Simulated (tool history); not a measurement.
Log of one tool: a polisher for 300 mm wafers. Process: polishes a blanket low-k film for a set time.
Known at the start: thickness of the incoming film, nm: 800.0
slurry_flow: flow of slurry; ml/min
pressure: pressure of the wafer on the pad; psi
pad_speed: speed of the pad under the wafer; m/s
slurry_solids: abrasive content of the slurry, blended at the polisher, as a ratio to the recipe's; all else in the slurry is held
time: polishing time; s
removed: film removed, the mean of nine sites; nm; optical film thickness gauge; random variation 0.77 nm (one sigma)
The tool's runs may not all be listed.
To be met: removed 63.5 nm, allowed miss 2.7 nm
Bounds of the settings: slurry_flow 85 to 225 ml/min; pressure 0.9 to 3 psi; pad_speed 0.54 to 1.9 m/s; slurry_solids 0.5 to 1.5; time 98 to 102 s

run 1 day=0 | slurry_flow=145 pressure=1.9 pad_speed=1.22 slurry_solids=1 time=98 | removed=46.872
run 2 day=0.225 | slurry_flow=145 pressure=2 pad_speed=1.22 slurry_solids=1 time=98 | removed=48.125
run 3 day=0.442 | slurry_flow=145 pressure=2.1 pad_speed=1.22 slurry_solids=1 time=98 | removed=50.381
run 4 day=0.592 | slurry_flow=175 pressure=2.1 pad_speed=1.22 slurry_solids=1 time=98 | removed=51.667
run 5 day=0.767 | slurry_flow=175 pressure=2.2 pad_speed=1.22 slurry_solids=1 time=98 | removed=54.936
run 6 day=1.012 | slurry_flow=175 pressure=2.2 pad_speed=1 slurry_solids=1 time=98 | removed=46.651
run 7 day=1.362 | slurry_flow=175 pressure=2.3 pad_speed=1 slurry_solids=1 time=98 | removed=48.356
run 8 day=1.729 | slurry_flow=175 pressure=2.4 pad_speed=1 slurry_solids=1 time=98 | removed=52.468
run 9 day=1.892 | slurry_flow=185 pressure=2.7 pad_speed=1.02 slurry_solids=1 time=98 | removed=60.062

5 next moves are on the table. One of them brings every result within its allowed miss. Which?
run A day=2.054 | slurry_flow=180 pressure=2.9 pad_speed=0.94 slurry_solids=0.95 time=98 | removed=?
run B day=2.054 | slurry_flow=175 pressure=2.4 pad_speed=1.08 slurry_solids=1.15 time=98 | removed=?
run C day=2.054 | slurry_flow=175 pressure=3 pad_speed=0.9 slurry_solids=1 time=102 | removed=?
run D day=2.054 | slurry_flow=200 pressure=2.4 pad_speed=1.02 slurry_solids=1.05 time=100 | removed=?
run E day=2.054 | slurry_flow=220 pressure=2.1 pad_speed=1.14 slurry_solids=1.1 time=102 | removed=?

move=A removed=59.552
move=B removed=59.377
move=C removed=63.506
move=D removed=56.961
move=E removed=57.053
A: further off than the last run
B: further off than the last run
C: meets every target
D: further off than the last run
E: further off than the last run
The right move is C.
